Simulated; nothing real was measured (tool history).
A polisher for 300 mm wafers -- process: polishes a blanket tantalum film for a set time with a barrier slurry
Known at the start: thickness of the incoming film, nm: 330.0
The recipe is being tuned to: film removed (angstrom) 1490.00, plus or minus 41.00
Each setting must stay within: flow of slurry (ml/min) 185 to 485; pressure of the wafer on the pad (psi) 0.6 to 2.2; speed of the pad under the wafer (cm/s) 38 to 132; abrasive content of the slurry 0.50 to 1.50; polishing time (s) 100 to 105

run	hour	flow of slurry (ml/min)	pressure of the wafer on the pad (psi)	speed of the pad under the wafer (cm/s)	abrasive content of the slurry	polishing time (s)	film removed (angstrom)
1	0.0	310	1.4	84	1.00	100	826.04
2	3.6	310	1.6	84	1.00	100	920.62
3	5.8	310	1.6	84	0.85	100	892.30
4	14.0	310	1.6	84	0.70	100	856.56
5	21.7	310	1.6	106	0.70	100	1065.90
6	25.9	310	1.6	106	0.70	100	1089.70
7	28.9	310	1.7	106	0.70	100	1130.00
8	31.4	310	1.8	106	0.70	100	1191.60
9	38.3	310	1.9	106	0.70	100	1242.20
10	44.2	310	2.0	106	0.70	100	1310.00
11	45.4	310	2.0	106	0.70	100	1292.70
12	52.6	315	2.2	106	0.70	100	1430.30

Exactly one of the 4 candidate moves below puts every result within its allowed miss. Which one?
A	59.8	345	2.2	106	0.85	100	?
B	59.8	330	2.1	112	0.55	101	?
C	59.8	280	2.0	118	0.50	103	?
D	59.8	305	2.2	102	0.75	100	?

move	film removed (angstrom)
A	1497.80
B	1377.80
C	1364.70
D	1388.30
A: all results land within tolerance of their targets
B: further off than the last run
C: further off than the last run
D: further off than the last run
Go with A: it meets all targets.
